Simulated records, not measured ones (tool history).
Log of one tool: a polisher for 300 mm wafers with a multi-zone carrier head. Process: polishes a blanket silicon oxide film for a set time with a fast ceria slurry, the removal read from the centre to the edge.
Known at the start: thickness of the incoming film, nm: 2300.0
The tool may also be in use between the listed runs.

run	hour	flow of slurry (ml/min)	pressure of the head's centre zone	pressure of the head's middle zone	pressure of the head's edge zone	polishing time (s)	film removed at the wafer's centre (Å)	film removed at mid-radius (Å)	film removed at the wafer's edge (Å)
1	0	125	1	1	1	51	6964.3	7140.5	7303.9
2	4.7	150	1	1	1	51	7255	7447	7454.1
3	12.5	150	1	0.94	1	51	7388.7	7013.8	7462.6
4	18.6	150	0.99	0.97	0.96	46	6593.6	6586.9	6575.9
5	20.6	145	0.97	0.98	0.93	42	5900.6	5974.4	6002.1
6	27.1	140	0.96	1.01	0.9	39	5304.9	5603.3	5377.3
7	28.2	130	0.96	1.03	0.88	38	4948.6	5507.7	5200.2
8	33.5	125	0.97	1.04	0.86	37	4949.6	5338.2	4927.1
9	37	115	0.97	1.05	0.85	37	4825.7	5242	4847.2
10	40	110	0.97	1.06	0.84	36	4730.1	5002.3	4628.1
11	47.6	85	0.88	1.14	0.81	36	3885.3	5013.1	4385.2
12	55	85	0.9	1.14	0.81	36	3889.9	5015.8	4324.1
13	56.4	85	0.91	1.13	0.81	36	3916.7	5028.4	4308.4

Run 14 comes next. What will it give?
14	59.3	85	0.92	1.12	0.81	36	?	?	?

{"run 14": {"film removed at the wafer's centre (Å)": 4010.4, "film removed at mid-radius (Å)": 4898.8, "film removed at the wafer's edge (Å)": 4353.3}}

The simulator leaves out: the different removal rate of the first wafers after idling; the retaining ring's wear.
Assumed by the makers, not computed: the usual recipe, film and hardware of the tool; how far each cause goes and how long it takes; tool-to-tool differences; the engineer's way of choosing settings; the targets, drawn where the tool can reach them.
